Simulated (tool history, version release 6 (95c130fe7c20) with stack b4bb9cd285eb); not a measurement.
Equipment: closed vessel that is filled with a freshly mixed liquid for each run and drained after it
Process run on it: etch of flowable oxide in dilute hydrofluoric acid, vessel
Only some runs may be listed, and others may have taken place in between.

run,day,temperature setpoint of the liquid (C),parts of water to one part of 49 % hydrofluoric acid (parts by volume),time in the liquid (s),thickness taken off the flowable oxide on a monitor wafer (nm)
1,0.000,21.0,185,60,11.1030
2,0.067,19.5,185,60,10.4070
3,0.304,19.5,185,60,10.4550
4,0.525,19.5,140,60,14.4200
5,0.600,18.5,155,60,12.3380
6,0.812,18.5,115,60,17.4220
7,1.071,18.5,115,60,17.2670

Run 8 has not been measured yet. What should we expect?
8,1.262,17.0,185,60,?

thickness taken off the flowable oxide on a monitor wafer (nm): 9.4351

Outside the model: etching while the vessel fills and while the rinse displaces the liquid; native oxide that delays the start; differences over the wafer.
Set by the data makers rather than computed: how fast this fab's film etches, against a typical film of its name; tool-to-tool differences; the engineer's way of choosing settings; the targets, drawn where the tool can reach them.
